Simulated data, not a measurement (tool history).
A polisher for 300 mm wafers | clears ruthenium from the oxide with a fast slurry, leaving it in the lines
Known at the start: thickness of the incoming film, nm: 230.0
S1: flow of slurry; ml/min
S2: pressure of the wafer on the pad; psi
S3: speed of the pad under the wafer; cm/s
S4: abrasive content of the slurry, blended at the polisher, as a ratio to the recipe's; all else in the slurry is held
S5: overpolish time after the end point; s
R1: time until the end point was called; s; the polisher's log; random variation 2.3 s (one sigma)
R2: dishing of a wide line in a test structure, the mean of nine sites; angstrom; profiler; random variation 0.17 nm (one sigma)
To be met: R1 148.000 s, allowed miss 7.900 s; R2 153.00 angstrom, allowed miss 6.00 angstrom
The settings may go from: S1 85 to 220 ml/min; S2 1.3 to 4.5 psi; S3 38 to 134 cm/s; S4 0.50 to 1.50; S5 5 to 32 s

run,hour,S1,S2,S3,S4,S5,R1,R2
1,0.0,140,2.9,86,1.00,16,62.651,311.88
2,8.0,140,2.9,86,1.20,16,56.743,326.09
3,9.3,140,2.9,86,1.20,20,59.416,381.53
4,10.2,110,2.9,86,1.20,20,61.462,361.64
5,15.8,115,2.6,78,1.20,18,74.598,313.87
6,20.4,120,2.4,72,1.15,16,86.663,253.60
7,22.4,120,2.2,68,1.15,15,97.654,222.13
8,24.1,120,2.0,66,1.15,15,113.040,199.81
9,32.0,120,1.9,66,1.15,15,116.150,193.25
10,38.1,120,1.8,66,1.15,15,125.790,185.91
11,38.8,120,1.7,66,1.15,15,133.540,180.48
12,46.3,120,1.6,66,1.15,14,136.810,162.47
13,48.5,120,1.6,66,1.15,14,137.970,163.63

4 next moves are on the table. One of them brings every result within its allowed miss. Which?
A,50.7,105,1.6,70,0.95,14,?,?
B,50.7,100,1.7,70,1.10,15,?,?
C,50.7,120,1.8,68,1.10,13,?,?
D,50.7,130,1.9,68,1.00,13,?,?

move,R1,R2
A,146.650,154.12
B,132.250,177.54
C,122.700,167.98
D,118.900,172.35
A: meets every target
B: further off than the last run
C: further off than the last run
D: further off than the last run
Move A is the one to make.
